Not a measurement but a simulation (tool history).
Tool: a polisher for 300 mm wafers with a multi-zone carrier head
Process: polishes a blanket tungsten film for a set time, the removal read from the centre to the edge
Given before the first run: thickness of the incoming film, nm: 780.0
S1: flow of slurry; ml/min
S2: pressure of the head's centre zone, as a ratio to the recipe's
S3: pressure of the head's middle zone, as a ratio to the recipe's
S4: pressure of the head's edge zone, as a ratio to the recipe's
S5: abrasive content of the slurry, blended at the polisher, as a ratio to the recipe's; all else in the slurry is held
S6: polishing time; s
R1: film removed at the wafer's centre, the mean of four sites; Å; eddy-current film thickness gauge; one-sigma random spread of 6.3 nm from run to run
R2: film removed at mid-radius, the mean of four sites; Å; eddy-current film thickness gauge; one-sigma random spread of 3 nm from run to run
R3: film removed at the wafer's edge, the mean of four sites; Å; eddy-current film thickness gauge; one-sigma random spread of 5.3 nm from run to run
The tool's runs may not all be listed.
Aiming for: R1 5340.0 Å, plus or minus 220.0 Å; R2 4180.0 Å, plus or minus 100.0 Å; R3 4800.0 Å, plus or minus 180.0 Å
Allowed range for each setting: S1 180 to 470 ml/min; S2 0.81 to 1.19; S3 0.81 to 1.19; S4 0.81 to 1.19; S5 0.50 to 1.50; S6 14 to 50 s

run	hour	S1	S2	S3	S4	S5	S6	R1	R2	R3
1	0.0	300	1.00	1.00	1.00	1.00	32	3132.0	3176.6	3213.3
2	8.7	300	1.00	1.00	1.00	0.90	32	2965.7	3096.6	3130.9
3	13.4	300	1.00	1.00	0.95	0.90	32	3056.7	3103.9	3003.3
4	16.8	310	1.04	0.99	0.98	1.05	33	3339.1	3273.8	3283.8
5	24.1	310	1.07	0.96	0.99	1.15	35	3751.2	3508.7	3536.9
6	31.4	310	1.07	0.96	0.91	1.15	35	3795.2	3488.3	3366.2
7	33.6	315	1.10	0.94	0.95	1.25	36	4098.2	3562.2	3614.6
8	42.2	325	1.12	0.93	0.99	1.30	37	4217.4	3659.9	3863.0
9	45.0	325	1.13	0.92	1.00	1.35	38	4375.6	3762.1	4043.5
10	53.2	330	1.14	0.91	1.00	1.40	39	4693.2	3863.6	4138.7
11	54.1	330	1.14	0.91	1.00	1.40	39	4704.7	3897.9	4113.2

Pick the move, out of 4, that brings all results within their allowed miss; only one does.
A	55.0	325	1.16	1.07	0.85	1.30	34	?	?	?
B	55.0	420	1.04	0.81	1.19	1.25	41	?	?	?
C	55.0	260	1.19	0.88	1.02	1.50	46	?	?	?
D	55.0	320	1.15	0.85	1.03	1.35	45	?	?	?

move	R1	R2	R3
A	3969.7	3849.5	3323.4
B	4363.0	3729.4	4773.7
C	5516.8	4444.0	4967.0
D	5234.8	4227.9	4859.5
A: its largest miss is bigger than the last run's
B: brings the last run's worst result on target, with another outside its allowed miss
C: brings the last run's worst result on target, with another outside its allowed miss
D: meets every target
Answer: D
